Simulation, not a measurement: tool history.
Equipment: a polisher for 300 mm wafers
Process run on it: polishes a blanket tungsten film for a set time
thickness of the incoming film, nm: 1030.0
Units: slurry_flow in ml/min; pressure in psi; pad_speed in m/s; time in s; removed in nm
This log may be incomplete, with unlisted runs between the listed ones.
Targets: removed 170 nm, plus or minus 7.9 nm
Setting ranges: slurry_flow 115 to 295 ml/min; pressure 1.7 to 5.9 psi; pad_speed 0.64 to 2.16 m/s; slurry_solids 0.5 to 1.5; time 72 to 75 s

run 1 hour=0 | slurry_flow=190 pressure=3.8 pad_speed=1.4 slurry_solids=1 time=72 | removed=406.66
run 2 hour=4.2 | slurry_flow=190 pressure=3.8 pad_speed=1.2 slurry_solids=1 time=72 | removed=363.52
run 3 hour=7.9 | slurry_flow=190 pressure=3.8 pad_speed=1.2 slurry_solids=1.2 time=72 | removed=379.65
run 4 hour=12.7 | slurry_flow=235 pressure=3.8 pad_speed=1.2 slurry_solids=1.2 time=72 | removed=383.45
run 5 hour=16.6 | slurry_flow=235 pressure=3.3 pad_speed=1.2 slurry_solids=1.2 time=72 | removed=337.83
run 6 hour=19.1 | slurry_flow=235 pressure=3 pad_speed=1.12 slurry_solids=1.2 time=72 | removed=290.99
run 7 hour=23.6 | slurry_flow=235 pressure=2.7 pad_speed=1.06 slurry_solids=1.2 time=72 | removed=251.98
run 8 hour=28.9 | slurry_flow=235 pressure=2.5 pad_speed=1.04 slurry_solids=1.2 time=72 | removed=228.2
run 9 hour=35.8 | slurry_flow=235 pressure=2.3 pad_speed=1.04 slurry_solids=1.2 time=72 | removed=213.8
run 10 hour=38.5 | slurry_flow=235 pressure=2.2 pad_speed=1.04 slurry_solids=1.2 time=72 | removed=206.73
run 11 hour=40.8 | slurry_flow=235 pressure=2.2 pad_speed=1.04 slurry_solids=1.2 time=72 | removed=207.94
run 12 hour=49.4 | slurry_flow=235 pressure=2.1 pad_speed=1.04 slurry_solids=1.2 time=72 | removed=197.26
run 13 hour=55.8 | slurry_flow=230 pressure=1.7 pad_speed=1 slurry_solids=1.2 time=72 | removed=161.74
run 14 hour=57.5 | slurry_flow=235 pressure=1.7 pad_speed=1 slurry_solids=1.2 time=72 | removed=155.94
run 15 hour=58.6 | slurry_flow=240 pressure=1.7 pad_speed=1 slurry_solids=1.2 time=72 | removed=160.32

Next run, 5 choices. One meets every target within its allowed miss, the rest don't. Which?
run A hour=59.7 | slurry_flow=260 pressure=1.8 pad_speed=0.92 slurry_solids=0.95 time=73 | removed=?
run B hour=59.7 | slurry_flow=245 pressure=1.7 pad_speed=0.94 slurry_solids=1.25 time=72 | removed=?
run C hour=59.7 | slurry_flow=225 pressure=2 pad_speed=0.98 slurry_solids=1.05 time=75 | removed=?
run D hour=59.7 | slurry_flow=235 pressure=2 pad_speed=0.9 slurry_solids=1.15 time=72 | removed=?
run E hour=59.7 | slurry_flow=265 pressure=1.8 pad_speed=0.84 slurry_solids=1.25 time=75 | removed=?

move=A removed=150.92
move=B removed=150.41
move=C removed=179.79
move=D removed=166.64
move=E removed=154.5
A: moves away from the targets compared with the last run
B: moves away from the targets compared with the last run
C: moves the result that the last run missed by most past its target, out the other side
D: in spec on every target
E: moves away from the targets compared with the last run
Go with D: it meets all targets.
